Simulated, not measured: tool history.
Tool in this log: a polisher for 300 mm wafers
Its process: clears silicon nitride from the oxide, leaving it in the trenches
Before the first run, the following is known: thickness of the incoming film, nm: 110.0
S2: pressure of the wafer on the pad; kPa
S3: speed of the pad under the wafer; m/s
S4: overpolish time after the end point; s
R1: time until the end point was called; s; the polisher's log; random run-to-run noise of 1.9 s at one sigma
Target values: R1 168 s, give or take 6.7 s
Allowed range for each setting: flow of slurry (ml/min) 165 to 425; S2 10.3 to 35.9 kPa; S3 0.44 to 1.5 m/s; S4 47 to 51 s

Run 1, day 0: flow of slurry (ml/min) 275, S2 22.8 kPa, S3 0.96 m/s, S4 47 s. Result: R1 120.71 s.
Run 2, day 0.096: flow of slurry (ml/min) 275, S2 22.1 kPa, S3 0.96 m/s, S4 47 s. Result: R1 122.36 s.
Run 3, day 0.333: flow of slurry (ml/min) 275, S2 24.8 kPa, S3 0.96 m/s, S4 47 s. Result: R1 113.47 s.
Run 4, day 0.467: flow of slurry (ml/min) 275, S2 24.8 kPa, S3 0.96 m/s, S4 51 s. Result: R1 114.18 s.
Run 5, day 0.496: flow of slurry (ml/min) 275, S2 28.3 kPa, S3 0.96 m/s, S4 51 s. Result: R1 104.22 s.
Run 6, day 0.692: flow of slurry (ml/min) 275, S2 26.2 kPa, S3 0.96 m/s, S4 51 s. Result: R1 107.53 s.
Run 7, day 0.992: flow of slurry (ml/min) 275, S2 24.8 kPa, S3 0.96 m/s, S4 51 s. Result: R1 112.21 s.
Run 8, day 1.217: flow of slurry (ml/min) 275, S2 23.4 kPa, S3 0.96 m/s, S4 51 s. Result: R1 115.44 s.
Run 9, day 1.371: flow of slurry (ml/min) 275, S2 22.1 kPa, S3 0.94 m/s, S4 51 s. Result: R1 126.99 s.
Run 10, day 1.442: flow of slurry (ml/min) 275, S2 22.1 kPa, S3 0.94 m/s, S4 51 s. Result: R1 126.74 s.
Run 11, day 1.783: flow of slurry (ml/min) 275, S2 21.4 kPa, S3 0.94 m/s, S4 51 s. Result: R1 128.01 s.
Run 12, day 2.017: flow of slurry (ml/min) 275, S2 20.7 kPa, S3 0.94 m/s, S4 51 s. Result: R1 131.23 s.
Run 13, day 2.3: flow of slurry (ml/min) 275, S2 20 kPa, S3 0.94 m/s, S4 51 s. Result: R1 137.42 s.
Run 14, day 2.562: flow of slurry (ml/min) 275, S2 20 kPa, S3 0.94 m/s, S4 51 s. Result: R1 134.24 s.

Consider the 4 candidate settings below. Which is the only one whose results all fall within their allowed miss of target?
Run A, day 2.825: flow of slurry (ml/min) 210, S2 17.9 kPa, S3 0.82 m/s, S4 47 s. Result: R1 ?.
Run B, day 2.825: flow of slurry (ml/min) 240, S2 13.8 kPa, S3 0.86 m/s, S4 51 s. Result: R1 ?.
Run C, day 2.825: flow of slurry (ml/min) 295, S2 29 kPa, S3 0.64 m/s, S4 51 s. Result: R1 ?.
Run D, day 2.825: flow of slurry (ml/min) 325, S2 17.9 kPa, S3 0.86 m/s, S4 51 s. Result: R1 ?.

move      R1
   A  166.11
   B  182.93
   C  146.89
   D  152.15
A: all results land within tolerance of their targets
B: takes the biggest miss from the last run beyond its target
C: gains on the last run, yet a result remains outside its allowed miss
D: gains on the last run, yet a result remains outside its allowed miss
Answer: A

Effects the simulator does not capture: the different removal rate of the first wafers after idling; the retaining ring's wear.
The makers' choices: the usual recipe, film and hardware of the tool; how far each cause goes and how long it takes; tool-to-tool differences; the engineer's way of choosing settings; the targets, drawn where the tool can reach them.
